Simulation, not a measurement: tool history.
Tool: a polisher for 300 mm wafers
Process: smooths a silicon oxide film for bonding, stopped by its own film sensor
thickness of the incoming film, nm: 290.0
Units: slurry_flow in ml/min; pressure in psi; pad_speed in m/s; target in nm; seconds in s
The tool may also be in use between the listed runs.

{"run": 1, "hour": 0.0, "slurry_flow": 210, "pressure": 2.7, "pad_speed": 0.82, "slurry_solids": 1.0, "target": 196, "seconds": 112.76}
{"run": 2, "hour": 5.4, "slurry_flow": 235, "pressure": 2.7, "pad_speed": 0.82, "slurry_solids": 1.0, "target": 196, "seconds": 110.65}
{"run": 3, "hour": 9.0, "slurry_flow": 230, "pressure": 2.5, "pad_speed": 0.82, "slurry_solids": 1.0, "target": 196, "seconds": 119.48}
{"run": 4, "hour": 14.4, "slurry_flow": 230, "pressure": 2.5, "pad_speed": 0.82, "slurry_solids": 1.0, "target": 196, "seconds": 119.85}
{"run": 5, "hour": 23.2, "slurry_flow": 230, "pressure": 2.5, "pad_speed": 0.82, "slurry_solids": 0.8, "target": 196, "seconds": 132.16}
{"run": 6, "hour": 26.8, "slurry_flow": 230, "pressure": 2.5, "pad_speed": 0.82, "slurry_solids": 0.8, "target": 192, "seconds": 139.22}
{"run": 7, "hour": 28.8, "slurry_flow": 225, "pressure": 2.5, "pad_speed": 0.82, "slurry_solids": 0.8, "target": 192, "seconds": 139.92}

Forecast run 8:
{"run": 8, "hour": 33.2, "slurry_flow": 220, "pressure": 2.5, "pad_speed": 0.82, "slurry_solids": 0.8, "target": 192, "seconds": "?"}

seconds: 138.06 s

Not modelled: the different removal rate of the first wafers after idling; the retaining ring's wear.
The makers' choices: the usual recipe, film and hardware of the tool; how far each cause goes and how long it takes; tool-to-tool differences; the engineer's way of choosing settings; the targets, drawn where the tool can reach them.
